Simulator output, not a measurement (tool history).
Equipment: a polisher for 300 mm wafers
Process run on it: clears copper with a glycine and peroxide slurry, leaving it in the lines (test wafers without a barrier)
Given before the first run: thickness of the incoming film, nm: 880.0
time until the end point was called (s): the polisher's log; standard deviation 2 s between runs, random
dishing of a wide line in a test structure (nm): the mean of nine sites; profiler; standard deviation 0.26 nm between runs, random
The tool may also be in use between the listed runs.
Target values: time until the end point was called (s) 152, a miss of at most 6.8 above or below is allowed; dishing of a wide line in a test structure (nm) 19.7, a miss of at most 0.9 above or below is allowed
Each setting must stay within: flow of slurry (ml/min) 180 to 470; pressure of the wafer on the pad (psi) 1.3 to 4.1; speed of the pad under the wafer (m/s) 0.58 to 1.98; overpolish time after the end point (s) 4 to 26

run  hour  flow of slurry (ml/min)  pressure of the wafer on the pad (psi)  speed of the pad under the wafer (m/s)  overpolish time after the end point (s)  time until the end point was called (s)  dishing of a wide line in a test structure (nm)
  1     0                      300                                     2.7                                    1.28                                       13                                   131.28                                           59.987
  2   6.9                      275                                     2.4                                    1.32                                       11                                   140.56                                           49.288
  3  15.3                      255                                     2.2                                    1.36                                       10                                   150.97                                            44.13
  4  24.3                      255                                     2.2                                    1.36                                        5                                    150.5                                           24.748
  5  26.1                      295                                     2.2                                    1.32                                        5                                   147.67                                           24.243
  6  26.8                      310                                     2.1                                    1.32                                        5                                   154.36                                           23.296
  7    28                      325                                     2.1                                    1.32                                        5                                   152.55                                           23.539
  8  31.4                      340                                     2.1                                    1.32                                        5                                   154.72                                           22.958
  9  32.4                      355                                     2.1                                    1.32                                        5                                   158.05                                            23.03
 10  35.8                      375                                     2.1                                     1.3                                        5                                   154.15                                           23.763
 11  38.2                      390                                       2                                    1.36                                        5                                   158.23                                           23.433
 12  46.4                      385                                     2.1                                    1.28                                        5                                   157.89                                           22.857
 13  51.5                      400                                     2.1                                    1.26                                        5                                   158.51                                           22.818

Next run, 5 choices. One meets every target within its allowed miss, the rest don't. Which?
  A  56.6                      405                                     2.1                                    1.28                                        6                                        ?                                                ?
  B  56.6                      275                                       2                                    1.24                                        4                                        ?                                                ?
  C  56.6                      345                                     1.8                                     1.6                                        4                                        ?                                                ?
  D  56.6                      375                                     2.5                                    1.26                                        4                                        ?                                                ?
  E  56.6                      370                                     2.1                                    1.16                                        4                                        ?                                                ?

move  time until the end point was called (s)  dishing of a wide line in a test structure (nm)
   A                                   160.29                                           26.948
   B                                   176.14                                           17.136
   C                                   154.05                                            19.29
   D                                   141.16                                           21.065
   E                                   174.17                                            17.34
A: further off than the last run
B: the result that was furthest off in the last run now lies on the other side of its target
C: every result within its allowed miss
D: closer than the last run, but not yet in spec
E: the result that was furthest off in the last run now lies on the other side of its target
Move C is the one to make.
